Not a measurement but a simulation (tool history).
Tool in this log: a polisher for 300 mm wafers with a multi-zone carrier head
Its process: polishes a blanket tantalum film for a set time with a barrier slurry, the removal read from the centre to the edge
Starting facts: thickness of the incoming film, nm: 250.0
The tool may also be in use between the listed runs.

run,hour,flow of slurry (ml/min),pressure of the head's centre zone,pressure of the head's middle zone,pressure of the head's edge zone,abrasive content of the slurry,polishing time (s),film removed at the wafer's centre (angstrom),film removed at mid-radius (angstrom),film removed at the wafer's edge (angstrom)
1,0,285,1,1,1,1,42,958.55,935.75,972.51
2,1.5,285,1,1.06,1,1,42,960.46,980.21,986.26
3,9.6,275,1,1.01,1.01,0.9,41,902.91,914.13,937.84
4,15.8,290,1.02,0.97,1.05,0.85,39,868.18,812.92,894.73
5,19.6,290,1.02,0.97,1.05,0.7,39,851.9,797.1,859.04
6,21.8,355,1.02,0.97,1.05,0.7,39,861.26,804.81,866.59
7,22.6,355,1.01,0.94,1.05,0.65,38,810.71,754.66,844.42

Forecast run 8:
8,24.3,350,1.01,0.92,1.04,0.6,38,?,?,?

film removed at the wafer's centre (angstrom): 799.89
film removed at mid-radius (angstrom): 719.84
film removed at the wafer's edge (angstrom): 826.84
